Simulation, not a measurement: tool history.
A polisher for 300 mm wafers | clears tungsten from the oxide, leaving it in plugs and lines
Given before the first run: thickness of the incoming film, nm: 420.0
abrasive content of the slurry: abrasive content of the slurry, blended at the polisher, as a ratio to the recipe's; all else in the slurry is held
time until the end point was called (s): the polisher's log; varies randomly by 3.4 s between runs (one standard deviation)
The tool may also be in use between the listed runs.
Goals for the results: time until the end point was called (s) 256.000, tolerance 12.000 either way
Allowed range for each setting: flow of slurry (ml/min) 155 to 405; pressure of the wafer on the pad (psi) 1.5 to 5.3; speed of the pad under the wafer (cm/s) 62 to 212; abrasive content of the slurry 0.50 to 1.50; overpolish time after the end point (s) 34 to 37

| run | day | flow of slurry (ml/min) | pressure of the wafer on the pad (psi) | speed of the pad under the wafer (cm/s) | abrasive content of the slurry | overpolish time after the end point (s) | time until the end point was called (s) |
|---|---|---|---|---|---|---|---|
| 1 | 0.000 | 260 | 3.4 | 136 | 1.00 | 34 | 78.105 |
| 2 | 0.254 | 250 | 2.8 | 114 | 0.90 | 34 | 117.910 |
| 3 | 0.392 | 250 | 2.8 | 114 | 0.90 | 37 | 114.860 |
| 4 | 0.500 | 250 | 2.4 | 100 | 0.90 | 37 | 148.970 |
| 5 | 0.583 | 250 | 2.4 | 80 | 0.90 | 37 | 182.930 |
| 6 | 0.808 | 250 | 2.4 | 80 | 0.90 | 37 | 182.280 |
| 7 | 1.038 | 250 | 2.1 | 78 | 0.90 | 37 | 217.140 |
| 8 | 1.112 | 250 | 2.0 | 78 | 0.90 | 37 | 233.440 |
| 9 | 1.254 | 250 | 1.9 | 78 | 0.90 | 37 | 241.890 |

4 next moves are on the table. One of them brings every result within its allowed miss. Which?
| A | 1.396 | 210 | 1.6 | 84 | 1.05 | 36 | ? |
| B | 1.396 | 285 | 1.9 | 80 | 0.95 | 36 | ? |
| C | 1.396 | 270 | 2.2 | 78 | 0.75 | 37 | ? |
| D | 1.396 | 240 | 2.2 | 68 | 1.00 | 34 | ? |

| move | time until the end point was called (s) |
|---|---|
| A | 254.690 |
| B | 227.360 |
| C | 218.510 |
| D | 230.550 |
A: in spec on every target
B: moves away from the targets compared with the last run
C: moves away from the targets compared with the last run
D: moves away from the targets compared with the last run
Correct choice: A, which meets every target

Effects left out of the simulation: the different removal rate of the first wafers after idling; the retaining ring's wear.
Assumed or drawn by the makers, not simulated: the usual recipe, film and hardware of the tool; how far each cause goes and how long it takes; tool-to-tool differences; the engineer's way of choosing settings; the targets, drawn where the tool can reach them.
